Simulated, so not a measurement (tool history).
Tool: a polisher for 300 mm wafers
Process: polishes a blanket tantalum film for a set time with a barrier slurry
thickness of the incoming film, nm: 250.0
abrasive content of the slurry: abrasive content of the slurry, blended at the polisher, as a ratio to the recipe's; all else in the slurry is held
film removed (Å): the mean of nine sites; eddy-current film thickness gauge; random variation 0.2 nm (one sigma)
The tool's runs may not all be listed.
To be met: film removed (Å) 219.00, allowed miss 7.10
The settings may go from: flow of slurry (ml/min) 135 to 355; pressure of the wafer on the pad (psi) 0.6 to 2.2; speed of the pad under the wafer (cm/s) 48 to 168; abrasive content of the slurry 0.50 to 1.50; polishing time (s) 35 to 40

run,hour,flow of slurry (ml/min),pressure of the wafer on the pad (psi),speed of the pad under the wafer (cm/s),abrasive content of the slurry,polishing time (s),film removed (Å)
1,0.0,225,1.4,108,1.00,40,422.18
2,8.7,190,1.4,108,1.00,40,411.38
3,16.8,190,1.3,108,1.00,40,377.69
4,20.1,185,1.2,108,1.00,40,346.95
5,21.6,220,1.2,108,1.00,40,354.54
6,28.8,220,1.2,108,0.85,40,345.34
7,35.9,210,0.8,106,0.85,40,231.32
8,40.5,205,0.8,106,0.85,40,230.36
9,42.9,205,0.8,106,0.85,40,229.94
10,47.5,200,0.8,106,0.85,40,226.44

Which of these 5 next moves meets every target?
A,52.1,165,1.0,104,0.70,36,?
B,52.1,255,0.8,116,0.70,36,?
C,52.1,195,0.9,104,0.85,38,?
D,52.1,145,1.1,94,0.75,37,?
E,52.1,205,0.6,146,0.95,40,?

move,film removed (Å)
A,230.27
B,218.11
C,237.05
D,235.72
E,237.10
A: further off than the last run
B: meets every target
C: further off than the last run
D: further off than the last run
E: further off than the last run
Answer: B
